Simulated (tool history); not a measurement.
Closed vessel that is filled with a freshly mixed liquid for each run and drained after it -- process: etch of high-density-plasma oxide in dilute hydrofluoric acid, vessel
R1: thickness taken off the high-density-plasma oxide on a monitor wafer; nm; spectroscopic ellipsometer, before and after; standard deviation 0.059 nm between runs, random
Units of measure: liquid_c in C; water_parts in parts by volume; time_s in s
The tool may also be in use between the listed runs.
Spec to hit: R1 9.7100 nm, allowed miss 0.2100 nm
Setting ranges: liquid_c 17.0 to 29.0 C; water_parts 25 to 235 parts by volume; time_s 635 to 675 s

Run 1, hour 0.0: liquid_c 21.0 C, water_parts 130 parts by volume, time_s 635 s. Result: R1 19.9380 nm.
Run 2, hour 8.2: liquid_c 20.5 C, water_parts 140 parts by volume, time_s 635 s. Result: R1 17.9610 nm.
Run 3, hour 11.0: liquid_c 20.5 C, water_parts 105 parts by volume, time_s 635 s. Result: R1 24.6890 nm.
Run 4, hour 18.5: liquid_c 20.5 C, water_parts 90 parts by volume, time_s 635 s. Result: R1 29.1730 nm.
Run 5, hour 23.5: liquid_c 17.5 C, water_parts 90 parts by volume, time_s 635 s. Result: R1 25.7610 nm.
Run 6, hour 25.4: liquid_c 17.5 C, water_parts 100 parts by volume, time_s 635 s. Result: R1 23.0910 nm.
Run 7, hour 26.4: liquid_c 17.5 C, water_parts 110 parts by volume, time_s 635 s. Result: R1 20.8430 nm.
Run 8, hour 27.4: liquid_c 17.5 C, water_parts 120 parts by volume, time_s 635 s. Result: R1 18.9630 nm.
Run 9, hour 32.9: liquid_c 17.5 C, water_parts 130 parts by volume, time_s 635 s. Result: R1 17.3180 nm.
Run 10, hour 40.5: liquid_c 17.5 C, water_parts 135 parts by volume, time_s 635 s. Result: R1 16.6240 nm.
Run 11, hour 48.8: liquid_c 17.0 C, water_parts 185 parts by volume, time_s 635 s. Result: R1 11.3510 nm.
Run 12, hour 55.3: liquid_c 17.0 C, water_parts 195 parts by volume, time_s 635 s. Result: R1 10.6860 nm.

Which one of the following 5 next-run settings gets every result inside its allowed miss? There is exactly one.
Run A, hour 61.8: liquid_c 21.5 C, water_parts 220 parts by volume, time_s 650 s. Result: R1 ?.
Run B, hour 61.8: liquid_c 17.0 C, water_parts 190 parts by volume, time_s 655 s. Result: R1 ?.
Run C, hour 61.8: liquid_c 17.0 C, water_parts 180 parts by volume, time_s 660 s. Result: R1 ?.
Run D, hour 61.8: liquid_c 17.0 C, water_parts 210 parts by volume, time_s 635 s. Result: R1 ?.
Run E, hour 61.8: liquid_c 17.5 C, water_parts 190 parts by volume, time_s 665 s. Result: R1 ?.

move       R1
   A  11.1340
   B  11.2270
   C  12.0530
   D   9.6691
   E  11.6290
A: moves away from the targets compared with the last run
B: moves away from the targets compared with the last run
C: moves away from the targets compared with the last run
D: all results in spec
E: moves away from the targets compared with the last run
D is the move that brings every result within its allowed miss.
